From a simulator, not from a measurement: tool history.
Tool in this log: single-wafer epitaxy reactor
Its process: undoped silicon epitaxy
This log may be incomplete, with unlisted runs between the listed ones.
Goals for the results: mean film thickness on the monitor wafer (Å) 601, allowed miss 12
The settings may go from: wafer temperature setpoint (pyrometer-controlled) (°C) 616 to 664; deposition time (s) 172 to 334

run,hour,wafer temperature setpoint (pyrometer-controlled) (°C),deposition time (s),mean film thickness on the monitor wafer (Å)
1,0,640,253,343.46
2,2.5,643,254,372.15
3,5.3,645,254,392.61
4,12.2,654,254,488.64
5,20,659,254,552.4
6,24.7,650,254,442.19
7,25.3,651,254,453.29
8,27.6,652,254,466.34

5 next moves are on the table. One of them brings every result within its allowed miss. Which?
A,29.9,644,235,?
B,29.9,655,285,?
C,29.9,644,230,?
D,29.9,636,251,?
E,29.9,658,285,?

move,mean film thickness on the monitor wafer (Å)
A,353.58
B,563.27
C,346.06
D,308.24
E,605.99
A: lands further from the targets than the last run did
B: gains on the last run, yet a result remains outside its allowed miss
C: lands further from the targets than the last run did
D: lands further from the targets than the last run did
E: every result lands within tolerance
E is the move that brings every result within its allowed miss.

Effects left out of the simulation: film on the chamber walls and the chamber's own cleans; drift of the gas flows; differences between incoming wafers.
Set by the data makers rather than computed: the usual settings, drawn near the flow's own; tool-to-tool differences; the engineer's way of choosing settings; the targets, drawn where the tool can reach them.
